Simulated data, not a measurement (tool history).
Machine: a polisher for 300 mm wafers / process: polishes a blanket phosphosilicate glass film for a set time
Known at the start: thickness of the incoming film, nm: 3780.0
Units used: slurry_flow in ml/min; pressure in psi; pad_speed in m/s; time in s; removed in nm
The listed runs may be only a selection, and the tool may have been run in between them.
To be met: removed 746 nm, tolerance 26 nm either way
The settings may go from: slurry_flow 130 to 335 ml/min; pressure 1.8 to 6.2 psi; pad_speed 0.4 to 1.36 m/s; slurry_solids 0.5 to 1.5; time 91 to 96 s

run	hour	slurry_flow	pressure	pad_speed	slurry_solids	time	removed
1	0	215	4	0.88	1	91	976.94
2	4.2	215	4	0.98	1	91	1063.9
3	9	215	4.4	0.98	1	91	1187.8
4	12.2	215	4.4	0.98	1	91	1181.2
5	16.1	215	4.4	1.18	1	91	1371.6
6	18.2	215	4.4	1.18	1	96	1466.8
7	26.6	215	4.4	1.18	1	96	1422.2
8	29.1	215	3.7	1.16	1	96	1217.8
9	29.9	215	3.1	1.14	1	96	1003
10	32.7	215	2.8	1.14	1	96	901.08
11	34.2	210	2.1	1.14	1	96	690.35
12	36.4	220	2.1	1.14	1	96	699.15

Which one of the following 5 next-run settings gets every result inside its allowed miss? There is exactly one.
A	38.6	250	3.1	0.92	0.9	95	?
B	38.6	275	2.8	0.98	0.85	93	?
C	38.6	220	2.3	1.2	1.05	96	?
D	38.6	255	2.9	1.1	0.85	91	?
E	38.6	225	2.4	1.24	0.9	95	?

move	removed
A	806.76
B	737.56
C	807.77
D	812.02
E	791.7
A: moves the result that the last run missed by most past its target, out the other side
B: every result within its allowed miss
C: moves the result that the last run missed by most past its target, out the other side
D: moves the result that the last run missed by most past its target, out the other side
E: moves the result that the last run missed by most past its target, out the other side
B is the move that brings every result within its allowed miss.
